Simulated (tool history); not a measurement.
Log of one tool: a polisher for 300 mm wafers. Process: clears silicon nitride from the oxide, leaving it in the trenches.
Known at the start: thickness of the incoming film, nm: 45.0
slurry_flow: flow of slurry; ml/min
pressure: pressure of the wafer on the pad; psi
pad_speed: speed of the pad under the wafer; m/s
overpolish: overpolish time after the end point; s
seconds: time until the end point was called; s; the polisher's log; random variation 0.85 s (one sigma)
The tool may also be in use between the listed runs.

run  hour  slurry_flow  pressure  pad_speed  overpolish  seconds
  1     0          280       2.2       0.78           7   82.471
  2   2.7          280       2.3       0.78           7    81.96
  3   3.8          280       2.4        0.8           7   74.673
  4  10.9          220       2.4        0.8           7   77.362
  5  13.8          220       2.4       0.64           7    98.69
  6  18.5          220       2.8       0.64           7   89.401

Run 7 comes next. What will it give?
  7  19.6          235       3.4       0.86           7        ?

seconds: 59.694 s

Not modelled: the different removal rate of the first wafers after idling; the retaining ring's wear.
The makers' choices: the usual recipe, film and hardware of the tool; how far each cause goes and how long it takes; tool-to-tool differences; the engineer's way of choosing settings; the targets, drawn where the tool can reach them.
